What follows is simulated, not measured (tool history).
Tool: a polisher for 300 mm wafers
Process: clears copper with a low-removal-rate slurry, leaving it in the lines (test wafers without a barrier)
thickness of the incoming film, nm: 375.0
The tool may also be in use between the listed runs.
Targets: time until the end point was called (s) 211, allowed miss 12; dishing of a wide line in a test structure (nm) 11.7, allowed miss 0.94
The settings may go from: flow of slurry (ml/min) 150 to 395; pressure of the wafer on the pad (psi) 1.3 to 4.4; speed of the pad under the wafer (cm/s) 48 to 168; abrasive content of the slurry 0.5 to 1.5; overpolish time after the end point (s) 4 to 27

run,hour,flow of slurry (ml/min),pressure of the wafer on the pad (psi),speed of the pad under the wafer (cm/s),abrasive content of the slurry,overpolish time after the end point (s),time until the end point was called (s),dishing of a wide line in a test structure (nm)
1,0,250,2.8,108,1,14,119.5,33.175
2,5.6,250,2.8,132,1,14,103.73,40.095
3,10.5,250,2.5,120,1,12,124.06,29.417
4,13.1,250,2.3,112,1,10,141.26,20.792
5,21.8,250,2.1,110,1,10,154.88,19.06
6,30.7,250,1.9,108,1,10,178.85,18.178
7,38.7,250,1.8,106,1,9,186.4,14.783
8,40.9,250,1.7,106,1,9,199.91,13.477

4 next moves are on the table. One of them brings every result within its allowed miss. Which?
A,43.1,265,1.7,86,1.05,11,?,?
B,43.1,250,1.7,112,0.85,10,?,?
C,43.1,225,1.8,98,0.9,8,?,?
D,43.1,210,1.7,90,1.15,10,?,?

move,time until the end point was called (s),dishing of a wide line in a test structure (nm)
A,231.68,14.966
B,203.06,15.494
C,212.14,12.023
D,223.05,14.172
A: further off than the last run
B: further off than the last run
C: meets every target
D: further off than the last run
Answer: C

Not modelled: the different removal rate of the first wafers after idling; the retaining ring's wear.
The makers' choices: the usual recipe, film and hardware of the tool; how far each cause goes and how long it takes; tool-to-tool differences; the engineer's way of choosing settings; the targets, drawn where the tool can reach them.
